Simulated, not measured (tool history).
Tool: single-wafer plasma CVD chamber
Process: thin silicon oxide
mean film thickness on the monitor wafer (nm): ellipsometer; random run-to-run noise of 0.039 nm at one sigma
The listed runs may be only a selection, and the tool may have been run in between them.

run  hour  heater temperature setpoint (°C)  chamber pressure (Pa)  RF power (kW)  deposition time (s)  mean film thickness on the monitor wafer (nm)
  1   0.0                               390                  101.5          0.265                 5.46                                         8.9897
  2   7.5                               390                  101.5          0.280                 5.46                                         9.3252
  3  14.9                               390                  101.5          0.280                 5.17                                         8.8603
  4  17.5                               390                  107.1          0.280                 5.17                                         9.3108
  5  18.1                               390                   89.9          0.280                 5.17                                         7.8405
  6  21.9                               400                   89.9          0.280                 5.17                                         7.7638
  7  26.9                               400                   98.7          0.280                 5.17                                         8.4919
  8  29.5                               400                  105.2          0.280                 5.17                                         9.0785
  9  37.9                               400                  109.9          0.280                 5.17                                         9.3846
 10  43.4                               399                  113.9          0.280                 5.17                                         9.7560
 11  50.8                               399                  116.8          0.280                 5.17                                         9.9595
 12  55.6                               399                  119.2          0.280                 5.17                                        10.2310
 13  60.3                               399                  120.8          0.280                 5.17                                        10.2420
 14  68.7                               399                  122.5          0.280                 5.17                                        10.3640

Run 15 has not been measured yet. What should we expect?
 15  74.5                               399                  123.9          0.280                 5.17                                              ?

{"run 15": {"mean film thickness on the monitor wafer (nm)": 10.424}}

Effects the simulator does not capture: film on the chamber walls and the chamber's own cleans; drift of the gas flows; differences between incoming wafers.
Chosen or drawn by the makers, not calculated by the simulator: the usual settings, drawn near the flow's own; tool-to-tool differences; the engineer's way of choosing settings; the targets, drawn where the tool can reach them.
